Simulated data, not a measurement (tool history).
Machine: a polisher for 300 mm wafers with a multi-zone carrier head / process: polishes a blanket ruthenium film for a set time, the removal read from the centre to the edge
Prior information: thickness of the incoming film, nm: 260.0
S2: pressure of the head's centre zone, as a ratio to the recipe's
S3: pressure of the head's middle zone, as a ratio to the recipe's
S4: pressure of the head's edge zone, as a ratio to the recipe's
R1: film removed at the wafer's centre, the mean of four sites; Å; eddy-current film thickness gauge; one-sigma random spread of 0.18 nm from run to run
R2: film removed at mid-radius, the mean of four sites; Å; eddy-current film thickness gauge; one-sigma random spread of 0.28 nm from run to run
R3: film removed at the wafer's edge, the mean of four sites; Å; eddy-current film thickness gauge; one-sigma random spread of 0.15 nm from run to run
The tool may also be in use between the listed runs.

{"run": 1, "hour": 0.0, "flow of slurry (ml/min)": 135, "S2": 1.0, "S3": 1.0, "S4": 1.0, "polishing time (s)": 32, "R1": 397.6, "R2": 410.84, "R3": 401.55}
{"run": 2, "hour": 8.3, "flow of slurry (ml/min)": 130, "S2": 0.97, "S3": 0.99, "S4": 0.99, "polishing time (s)": 30, "R1": 352.91, "R2": 371.45, "R3": 376.81}
{"run": 3, "hour": 16.5, "flow of slurry (ml/min)": 130, "S2": 0.97, "S3": 0.99, "S4": 1.07, "polishing time (s)": 30, "R1": 354.09, "R2": 381.42, "R3": 389.71}
{"run": 4, "hour": 17.1, "flow of slurry (ml/min)": 125, "S2": 0.95, "S3": 0.99, "S4": 1.04, "polishing time (s)": 28, "R1": 320.32, "R2": 342.75, "R3": 358.0}
{"run": 5, "hour": 23.4, "flow of slurry (ml/min)": 125, "S2": 0.95, "S3": 0.99, "S4": 1.04, "polishing time (s)": 33, "R1": 379.52, "R2": 413.3, "R3": 421.42}
{"run": 6, "hour": 30.8, "flow of slurry (ml/min)": 120, "S2": 0.93, "S3": 1.0, "S4": 1.01, "polishing time (s)": 31, "R1": 347.22, "R2": 387.37, "R3": 391.21}
{"run": 7, "hour": 34.8, "flow of slurry (ml/min)": 115, "S2": 0.92, "S3": 1.0, "S4": 0.99, "polishing time (s)": 29, "R1": 324.54, "R2": 365.52, "R3": 360.82}
{"run": 8, "hour": 42.2, "flow of slurry (ml/min)": 110, "S2": 0.9, "S3": 0.99, "S4": 0.98, "polishing time (s)": 27, "R1": 294.21, "R2": 330.48, "R3": 328.62}
{"run": 9, "hour": 43.5, "flow of slurry (ml/min)": 105, "S2": 0.89, "S3": 0.98, "S4": 0.98, "polishing time (s)": 26, "R1": 275.73, "R2": 309.33, "R3": 315.91}

Run 10 comes next. What will it give?
{"run": 10, "hour": 51.8, "flow of slurry (ml/min)": 100, "S2": 0.88, "S3": 0.98, "S4": 0.97, "polishing time (s)": 25, "R1": "?", "R2": "?", "R3": "?"}

Run 10 gave R1 260.30 Å, R2 292.78 Å, R3 304.66 Å.
